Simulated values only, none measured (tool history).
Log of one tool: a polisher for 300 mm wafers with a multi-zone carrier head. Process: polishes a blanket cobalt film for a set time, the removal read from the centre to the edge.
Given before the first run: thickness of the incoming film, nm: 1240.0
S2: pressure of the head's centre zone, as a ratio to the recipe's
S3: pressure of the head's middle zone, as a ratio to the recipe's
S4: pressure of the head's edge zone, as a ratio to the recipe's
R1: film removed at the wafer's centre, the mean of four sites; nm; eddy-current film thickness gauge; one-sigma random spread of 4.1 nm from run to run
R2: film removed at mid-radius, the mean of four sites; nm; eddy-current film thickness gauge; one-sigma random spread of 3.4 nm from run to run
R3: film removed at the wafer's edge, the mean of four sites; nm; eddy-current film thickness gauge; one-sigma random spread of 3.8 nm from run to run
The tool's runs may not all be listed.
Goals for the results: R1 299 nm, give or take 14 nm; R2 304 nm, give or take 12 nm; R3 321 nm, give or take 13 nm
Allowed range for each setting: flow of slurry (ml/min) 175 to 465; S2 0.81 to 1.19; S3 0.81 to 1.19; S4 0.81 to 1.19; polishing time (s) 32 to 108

Run 1, hour 0: flow of slurry (ml/min) 295, S2 1, S3 1, S4 1, polishing time (s) 70. Result: R1 378.69 nm, R2 392.74 nm, R3 390.59 nm.
Run 2, hour 8.1: flow of slurry (ml/min) 295, S2 0.99, S3 0.98, S4 0.98, polishing time (s) 68. Result: R1 374.21 nm, R2 378.28 nm, R3 374.31 nm.
Run 3, hour 16.3: flow of slurry (ml/min) 290, S2 0.97, S3 0.96, S4 0.98, polishing time (s) 66. Result: R1 359.92 nm, R2 358.14 nm, R3 365.72 nm.
Run 4, hour 24.9: flow of slurry (ml/min) 290, S2 0.97, S3 0.96, S4 0.98, polishing time (s) 52. Result: R1 282.39 nm, R2 281.12 nm, R3 288.57 nm.
Run 5, hour 27.8: flow of slurry (ml/min) 290, S2 0.97, S3 0.96, S4 0.98, polishing time (s) 65. Result: R1 351.87 nm, R2 358.46 nm, R3 353.13 nm.
Run 6, hour 35.5: flow of slurry (ml/min) 290, S2 0.97, S3 0.88, S4 0.98, polishing time (s) 65. Result: R1 353.12 nm, R2 320.05 nm, R3 355.38 nm.
Run 7, hour 38.2: flow of slurry (ml/min) 290, S2 0.95, S3 0.88, S4 0.97, polishing time (s) 64. Result: R1 336.87 nm, R2 323.58 nm, R3 351.99 nm.
Run 8, hour 44.6: flow of slurry (ml/min) 290, S2 0.95, S3 0.88, S4 0.97, polishing time (s) 64. Result: R1 348.22 nm, R2 324.51 nm, R3 352.72 nm.
Run 9, hour 45.1: flow of slurry (ml/min) 285, S2 0.94, S3 0.88, S4 0.97, polishing time (s) 63. Result: R1 334.44 nm, R2 315.85 nm, R3 337.16 nm.
Run 10, hour 51.1: flow of slurry (ml/min) 285, S2 0.94, S3 0.88, S4 0.97, polishing time (s) 63. Result: R1 335.59 nm, R2 314.33 nm, R3 336.85 nm.
Run 11, hour 58.1: flow of slurry (ml/min) 285, S2 0.92, S3 0.88, S4 0.98, polishing time (s) 63. Result: R1 327.28 nm, R2 317.25 nm, R3 349.8 nm.
Run 12, hour 65.3: flow of slurry (ml/min) 280, S2 0.91, S3 0.88, S4 0.97, polishing time (s) 62. Result: R1 317.99 nm, R2 306.36 nm, R3 335.56 nm.

Which single option among these 5 for the next run brings every result within its allowed miss of target? Just one does.
Run A, hour 72.5: flow of slurry (ml/min) 215, S2 0.86, S3 0.89, S4 0.99, polishing time (s) 66. Result: R1 ?, R2 ?, R3 ?.
Run B, hour 72.5: flow of slurry (ml/min) 175, S2 1.08, S3 0.91, S4 1.08, polishing time (s) 61. Result: R1 ?, R2 ?, R3 ?.
Run C, hour 72.5: flow of slurry (ml/min) 315, S2 0.98, S3 0.89, S4 0.81, polishing time (s) 63. Result: R1 ?, R2 ?, R3 ?.
Run D, hour 72.5: flow of slurry (ml/min) 215, S2 1.08, S3 0.88, S4 0.86, polishing time (s) 62. Result: R1 ?, R2 ?, R3 ?.
Run E, hour 72.5: flow of slurry (ml/min) 270, S2 0.9, S3 0.91, S4 0.95, polishing time (s) 60. Result: R1 ?, R2 ?, R3 ?.

move      R1      R2      R3
   A  315.59  324.15  355.47
   B  341.72  295.97  335.41
   C   351.8  322.55  319.43
   D  358.89  301.44  312.83
   E   306.9  308.27   323.2
A: lands further from the targets than the last run did
B: lands further from the targets than the last run did
C: lands further from the targets than the last run did
D: lands further from the targets than the last run did
E: every result within its allowed miss
Answer: E
